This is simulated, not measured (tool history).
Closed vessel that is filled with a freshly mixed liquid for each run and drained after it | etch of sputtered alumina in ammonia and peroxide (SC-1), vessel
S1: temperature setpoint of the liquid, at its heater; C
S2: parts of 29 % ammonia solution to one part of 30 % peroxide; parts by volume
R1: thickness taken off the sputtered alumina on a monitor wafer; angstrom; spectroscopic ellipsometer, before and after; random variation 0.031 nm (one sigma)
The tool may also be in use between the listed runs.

{"run": 1, "hour": 0.0, "S1": 63, "S2": 0.4, "time in the liquid (s)": 135, "R1": 130.88}
{"run": 2, "hour": 6.0, "S1": 67, "S2": 0.4, "time in the liquid (s)": 135, "R1": 160.91}
{"run": 3, "hour": 13.4, "S1": 70, "S2": 0.4, "time in the liquid (s)": 135, "R1": 184.59}
{"run": 4, "hour": 21.2, "S1": 70, "S2": 0.5, "time in the liquid (s)": 135, "R1": 189.09}
{"run": 5, "hour": 24.5, "S1": 70, "S2": 0.5, "time in the liquid (s)": 135, "R1": 189.49}
{"run": 6, "hour": 32.5, "S1": 70, "S2": 0.55, "time in the liquid (s)": 135, "R1": 190.36}
{"run": 7, "hour": 39.7, "S1": 66, "S2": 0.55, "time in the liquid (s)": 135, "R1": 156.81}
{"run": 8, "hour": 42.7, "S1": 63, "S2": 0.55, "time in the liquid (s)": 135, "R1": 135.24}

Run 9 comes next. What will it give?
{"run": 9, "hour": 49.3, "S1": 60.5, "S2": 0.55, "time in the liquid (s)": 135, "R1": "?"}

{"run 9": {"R1": 119.23}}
